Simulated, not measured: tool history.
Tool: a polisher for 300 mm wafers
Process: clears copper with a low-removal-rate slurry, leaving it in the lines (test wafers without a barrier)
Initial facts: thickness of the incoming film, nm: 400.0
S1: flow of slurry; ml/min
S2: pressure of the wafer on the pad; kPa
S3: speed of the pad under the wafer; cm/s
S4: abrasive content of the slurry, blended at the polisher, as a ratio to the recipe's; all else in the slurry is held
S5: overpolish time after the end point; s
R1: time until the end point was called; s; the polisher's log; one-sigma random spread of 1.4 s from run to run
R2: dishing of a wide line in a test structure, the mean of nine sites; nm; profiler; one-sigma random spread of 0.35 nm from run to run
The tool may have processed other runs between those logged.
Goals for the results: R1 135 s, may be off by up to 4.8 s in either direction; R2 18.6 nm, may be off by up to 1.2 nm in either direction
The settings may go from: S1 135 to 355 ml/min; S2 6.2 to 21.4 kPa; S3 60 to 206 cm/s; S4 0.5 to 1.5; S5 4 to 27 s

{"run": 1, "hour": 0.0, "S1": 225, "S2": 13.8, "S3": 132, "S4": 1, "S5": 14, "R1": 153.59, "R2": 26.747}
{"run": 2, "hour": 8.1, "S1": 230, "S2": 14.5, "S3": 132, "S4": 1, "S5": 12, "R1": 149.96, "R2": 25.318}
{"run": 3, "hour": 12.1, "S1": 230, "S2": 14.5, "S3": 132, "S4": 1, "S5": 17, "R1": 146.86, "R2": 33.253}
{"run": 4, "hour": 15.2, "S1": 230, "S2": 14.5, "S3": 132, "S4": 0.8, "S5": 17, "R1": 156.25, "R2": 31.573}
{"run": 5, "hour": 17.4, "S1": 230, "S2": 15.2, "S3": 132, "S4": 0.8, "S5": 14, "R1": 147.21, "R2": 27.941}
{"run": 6, "hour": 23.1, "S1": 230, "S2": 15.9, "S3": 132, "S4": 0.8, "S5": 12, "R1": 145.43, "R2": 25.129}
{"run": 7, "hour": 25.3, "S1": 230, "S2": 16.5, "S3": 132, "S4": 0.8, "S5": 10, "R1": 139.51, "R2": 21.901}
{"run": 8, "hour": 33.6, "S1": 230, "S2": 16.5, "S3": 132, "S4": 0.8, "S5": 9, "R1": 135.61, "R2": 20.43}

Which of these 5 next moves meets every target?
{"run": "A", "hour": 41.9, "S1": 215, "S2": 17.9, "S3": 120, "S4": 0.85, "S5": 10, "R1": "?", "R2": "?"}
{"run": "B", "hour": 41.9, "S1": 175, "S2": 17.2, "S3": 134, "S4": 0.8, "S5": 10, "R1": "?", "R2": "?"}
{"run": "C", "hour": 41.9, "S1": 265, "S2": 17.2, "S3": 116, "S4": 1.05, "S5": 10, "R1": "?", "R2": "?"}
{"run": "D", "hour": 41.9, "S1": 195, "S2": 15.9, "S3": 146, "S4": 0.75, "S5": 8, "R1": "?", "R2": "?"}
{"run": "E", "hour": 41.9, "S1": 220, "S2": 15.2, "S3": 162, "S4": 0.65, "S5": 10, "R1": "?", "R2": "?"}

move=A R1=136.37 R2=23.624
move=B R1=135.48 R2=23.737
move=C R1=134.7 R2=23.86
move=D R1=137.53 R2=19.078
move=E R1=135.03 R2=23.718
A: the biggest miss grows against the last run
B: the biggest miss grows against the last run
C: the biggest miss grows against the last run
D: each result inside its tolerance
E: the biggest miss grows against the last run
Answer: D
